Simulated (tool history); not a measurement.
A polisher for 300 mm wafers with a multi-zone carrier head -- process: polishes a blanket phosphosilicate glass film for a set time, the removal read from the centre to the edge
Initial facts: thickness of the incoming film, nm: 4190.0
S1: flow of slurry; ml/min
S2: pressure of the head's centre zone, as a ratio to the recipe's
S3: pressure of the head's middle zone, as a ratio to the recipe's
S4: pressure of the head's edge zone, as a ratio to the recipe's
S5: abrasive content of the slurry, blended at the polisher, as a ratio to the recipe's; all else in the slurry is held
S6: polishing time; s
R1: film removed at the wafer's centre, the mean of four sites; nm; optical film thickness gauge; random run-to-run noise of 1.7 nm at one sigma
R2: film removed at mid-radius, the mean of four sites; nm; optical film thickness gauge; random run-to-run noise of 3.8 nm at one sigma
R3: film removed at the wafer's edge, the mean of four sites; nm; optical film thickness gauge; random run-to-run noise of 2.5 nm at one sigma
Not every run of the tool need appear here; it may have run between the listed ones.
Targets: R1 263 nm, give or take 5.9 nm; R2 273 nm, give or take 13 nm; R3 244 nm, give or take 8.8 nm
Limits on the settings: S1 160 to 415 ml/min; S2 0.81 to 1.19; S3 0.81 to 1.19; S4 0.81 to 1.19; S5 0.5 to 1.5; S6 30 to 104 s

run	hour	S1	S2	S3	S4	S5	S6	R1	R2	R3
1	0	265	1	1	1	1	67	330.74	345.37	337.41
2	5.1	265	1	1	1.03	1	67	330.81	340.12	340.38
3	7.7	275	1.01	1	0.98	0.85	66	302.45	301.51	297.96
4	14.1	215	1.01	1	0.98	0.85	66	294.9	297.73	303.26
5	17.4	215	1.01	1	0.98	0.95	66	311.93	317.55	320.68
6	24.4	215	1.01	1	0.98	0.75	66	272.88	276.52	272.86
7	31.9	235	1.01	1.02	0.96	0.7	66	262.6	264.96	258.9
8	38.8	250	1.01	1.04	0.94	0.7	66	261.47	289.82	258.21
9	45	255	1.02	1.03	0.92	0.7	66	266.97	276.51	261.47

Consider the 5 candidate settings below. Which is the only one whose results all fall within their allowed miss of target?
A	51.2	200	0.93	0.98	1.01	0.85	63	?	?	?
B	51.2	250	0.93	0.9	0.94	0.65	74	?	?	?
C	51.2	280	1.01	1.04	0.83	0.65	68	?	?	?
D	51.2	220	1	1	0.93	0.6	76	?	?	?
E	51.2	250	0.91	0.99	0.93	0.75	69	?	?	?

move	R1	R2	R3
A	255.78	278.22	285.21
B	260.37	263.19	278.55
C	263.41	275.96	243.41
D	267.95	275.09	265.85
E	261.17	292.09	283.65
A: the biggest miss grows against the last run
B: the biggest miss grows against the last run
C: in spec on every target
D: the biggest miss grows against the last run
E: the biggest miss grows against the last run
Correct choice: C, which meets every target
